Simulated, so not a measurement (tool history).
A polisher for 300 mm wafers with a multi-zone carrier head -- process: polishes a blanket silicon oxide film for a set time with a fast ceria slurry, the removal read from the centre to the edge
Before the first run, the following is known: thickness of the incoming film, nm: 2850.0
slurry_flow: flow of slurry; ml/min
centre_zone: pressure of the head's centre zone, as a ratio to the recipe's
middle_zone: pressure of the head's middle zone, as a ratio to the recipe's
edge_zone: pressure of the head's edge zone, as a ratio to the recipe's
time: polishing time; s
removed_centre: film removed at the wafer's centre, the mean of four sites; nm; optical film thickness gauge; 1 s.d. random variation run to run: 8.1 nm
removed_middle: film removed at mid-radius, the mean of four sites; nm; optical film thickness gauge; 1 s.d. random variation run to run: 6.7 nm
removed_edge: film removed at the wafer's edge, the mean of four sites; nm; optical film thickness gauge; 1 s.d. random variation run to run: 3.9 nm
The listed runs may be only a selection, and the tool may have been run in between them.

run	hour	slurry_flow	centre_zone	middle_zone	edge_zone	time	removed_centre	removed_middle	removed_edge
1	0	165	1	1	1	41	474.53	467	451.9
2	7.9	165	0.96	1	1	41	453.9	459.43	449.48
3	11	165	0.96	1	1	36	394.92	412.69	393.9
4	16.1	165	0.96	1	1.08	36	396.67	416.74	411.42
5	22.2	170	0.97	1	1.09	38	424.95	429.63	432.31
6	25.3	170	0.97	1.01	1.1	40	449.29	465.69	457.88

The next listed run, before its measurement:
7	32.4	170	0.97	1	1.11	42	?	?	?

Logged for run 7: removed_centre 479.18 nm, removed_middle 489.43 nm, removed_edge 484.68 nm.

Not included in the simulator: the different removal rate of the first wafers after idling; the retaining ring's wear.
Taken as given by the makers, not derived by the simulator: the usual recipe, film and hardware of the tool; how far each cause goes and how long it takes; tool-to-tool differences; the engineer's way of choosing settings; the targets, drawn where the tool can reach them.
